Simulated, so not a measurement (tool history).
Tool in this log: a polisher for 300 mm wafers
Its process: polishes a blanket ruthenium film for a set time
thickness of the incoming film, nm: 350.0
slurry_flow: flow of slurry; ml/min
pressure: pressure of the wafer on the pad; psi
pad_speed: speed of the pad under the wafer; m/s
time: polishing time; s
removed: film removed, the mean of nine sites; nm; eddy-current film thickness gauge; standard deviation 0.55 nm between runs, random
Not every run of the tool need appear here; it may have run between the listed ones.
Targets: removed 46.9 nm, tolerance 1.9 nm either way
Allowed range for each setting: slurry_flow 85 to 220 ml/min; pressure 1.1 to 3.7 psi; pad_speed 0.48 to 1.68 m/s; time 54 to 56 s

run,hour,slurry_flow,pressure,pad_speed,time,removed
1,0,140,2.4,1.08,54,94.352
2,2.9,140,2.4,1.08,56,97.059
3,6.4,140,2.4,0.8,56,76.651
4,7.1,140,2.4,0.94,56,89.237
5,12.6,140,2.1,0.94,56,77.676
6,17.9,140,1.9,0.92,56,69.027
7,20.3,140,1.8,0.92,56,65.336
8,24.7,125,1.2,0.9,56,42.78
9,33.6,130,1.2,0.9,56,42.38
10,41.5,135,1.2,0.9,56,43.642
11,45.2,140,1.2,0.9,56,43.03

Which of these 5 next moves meets every target?
A,48.9,140,1.2,1,56,?
B,48.9,85,1.6,0.68,54,?
C,48.9,145,1.3,0.8,55,?
D,48.9,150,1.2,0.92,54,?
E,48.9,140,1.4,0.74,54,?

move,removed
A,46.444
B,38.813
C,41.597
D,42.45
E,41.044
A: every result lands within tolerance
B: lands further from the targets than the last run did
C: lands further from the targets than the last run did
D: lands further from the targets than the last run did
E: lands further from the targets than the last run did
A is the move that brings every result within its allowed miss.
